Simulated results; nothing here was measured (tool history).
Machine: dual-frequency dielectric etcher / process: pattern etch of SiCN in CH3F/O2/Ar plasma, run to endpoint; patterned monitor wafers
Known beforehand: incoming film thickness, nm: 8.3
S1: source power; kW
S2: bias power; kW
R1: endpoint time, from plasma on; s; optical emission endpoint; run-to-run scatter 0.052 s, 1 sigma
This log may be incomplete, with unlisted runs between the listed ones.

run	hour	S1	S2	R1
1	0	0.53	0.069	18.415
2	8.9	0.49	0.069	19.121
3	13.6	0.51	0.07	18.731
4	20.6	0.43	0.07	20.23
5	28.7	0.43	0.064	20.848
6	29.2	0.39	0.064	21.897
7	33.1	0.42	0.065	20.968
# hour 35.7: bias power generator calibrated
8	35.7	0.52	0.073	18.46
9	42.4	0.54	0.074	18.076
10	44.8	0.54	0.074	18.034
11	46.7	0.55	0.074	17.982
12	55.1	0.56	0.075	17.712
13	62.8	0.57	0.075	17.495

The next listed run, before its measurement:
14	71.2	0.57	0.075	?

{"run 14": {"R1": 17.614}}
